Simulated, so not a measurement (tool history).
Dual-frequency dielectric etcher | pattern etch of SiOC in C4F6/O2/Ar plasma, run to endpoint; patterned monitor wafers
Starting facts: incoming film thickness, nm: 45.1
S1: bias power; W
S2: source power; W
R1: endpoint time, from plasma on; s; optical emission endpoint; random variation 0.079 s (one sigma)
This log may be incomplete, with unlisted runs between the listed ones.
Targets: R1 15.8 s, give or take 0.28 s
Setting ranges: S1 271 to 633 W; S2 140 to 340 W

run,day,S1,S2,R1
1,0,452,240,19.003
2,0.354,452,210,20.189
3,0.588,452,190,20.893
4,0.95,452,150,23.357
5,1.067,390,150,24.609
6,1.108,455,180,21.327
7,1.475,503,190,20.329
8,1.529,537,210,18.954
9,1.662,563,220,18.283
10,1.696,633,270,16.18

Pick the move, out of 5, that brings all results within their allowed miss; only one does.
A,1.729,617,260,?
B,1.729,633,280,?
C,1.729,592,270,?
D,1.729,570,250,?
E,1.729,581,280,?

move,R1
A,16.54
B,15.895
C,16.516
D,17.282
E,16.373
A: the biggest miss grows against the last run
B: in spec on every target
C: the biggest miss grows against the last run
D: the biggest miss grows against the last run
E: the biggest miss grows against the last run
The right move is B.
